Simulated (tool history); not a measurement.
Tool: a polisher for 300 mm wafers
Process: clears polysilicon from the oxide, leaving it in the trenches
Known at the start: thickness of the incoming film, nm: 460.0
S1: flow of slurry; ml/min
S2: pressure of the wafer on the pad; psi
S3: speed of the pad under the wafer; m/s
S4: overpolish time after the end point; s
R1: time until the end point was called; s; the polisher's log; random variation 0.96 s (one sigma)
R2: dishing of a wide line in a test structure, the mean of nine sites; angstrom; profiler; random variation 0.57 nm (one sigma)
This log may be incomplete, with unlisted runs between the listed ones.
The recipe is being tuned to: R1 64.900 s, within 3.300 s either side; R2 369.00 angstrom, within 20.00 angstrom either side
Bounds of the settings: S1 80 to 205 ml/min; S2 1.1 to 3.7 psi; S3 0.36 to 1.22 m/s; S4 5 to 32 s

Run 1, hour 0.0: S1 135 ml/min, S2 2.4 psi, S3 0.78 m/s, S4 16 s. Result: R1 48.706 s, R2 357.47 angstrom.
Run 2, hour 3.9: S1 135 ml/min, S2 2.3 psi, S3 0.78 m/s, S4 17 s. Result: R1 50.882 s, R2 377.47 angstrom.
Run 3, hour 10.3: S1 135 ml/min, S2 2.2 psi, S3 0.78 m/s, S4 16 s. Result: R1 51.742 s, R2 372.49 angstrom.
Run 4, hour 16.0: S1 135 ml/min, S2 2.1 psi, S3 0.78 m/s, S4 15 s. Result: R1 53.902 s, R2 362.78 angstrom.
Run 5, hour 23.4: S1 160 ml/min, S2 2.1 psi, S3 0.78 m/s, S4 15 s. Result: R1 53.117 s, R2 359.08 angstrom.
Run 6, hour 24.9: S1 160 ml/min, S2 2.1 psi, S3 0.78 m/s, S4 21 s. Result: R1 52.277 s, R2 381.23 angstrom.
Run 7, hour 31.3: S1 160 ml/min, S2 2.0 psi, S3 0.78 m/s, S4 21 s. Result: R1 54.430 s, R2 372.57 angstrom.
Run 8, hour 36.2: S1 160 ml/min, S2 1.9 psi, S3 0.78 m/s, S4 21 s. Result: R1 56.979 s, R2 379.44 angstrom.
Run 9, hour 43.4: S1 160 ml/min, S2 1.7 psi, S3 0.78 m/s, S4 19 s. Result: R1 61.560 s, R2 366.47 angstrom.

Exercise: of the 4 proposed moves below, exactly one satisfies all targets within the stated allowed misses. Which move is it?
Run A, hour 50.6: S1 135 ml/min, S2 1.4 psi, S3 0.78 m/s, S4 21 s. Result: R1 ?, R2 ?.
Run B, hour 50.6: S1 155 ml/min, S2 1.5 psi, S3 0.70 m/s, S4 22 s. Result: R1 ?, R2 ?.
Run C, hour 50.6: S1 125 ml/min, S2 1.4 psi, S3 0.78 m/s, S4 27 s. Result: R1 ?, R2 ?.
Run D, hour 50.6: S1 130 ml/min, S2 1.7 psi, S3 0.74 m/s, S4 21 s. Result: R1 ?, R2 ?.

move      R1      R2
   A  70.456  377.87
   B  73.186  378.35
   C  71.211  388.23
   D  64.873  382.12
A: takes the biggest miss from the last run beyond its target
B: takes the biggest miss from the last run beyond its target
C: takes the biggest miss from the last run beyond its target
D: every result within its allowed miss
Move D is the one to make.

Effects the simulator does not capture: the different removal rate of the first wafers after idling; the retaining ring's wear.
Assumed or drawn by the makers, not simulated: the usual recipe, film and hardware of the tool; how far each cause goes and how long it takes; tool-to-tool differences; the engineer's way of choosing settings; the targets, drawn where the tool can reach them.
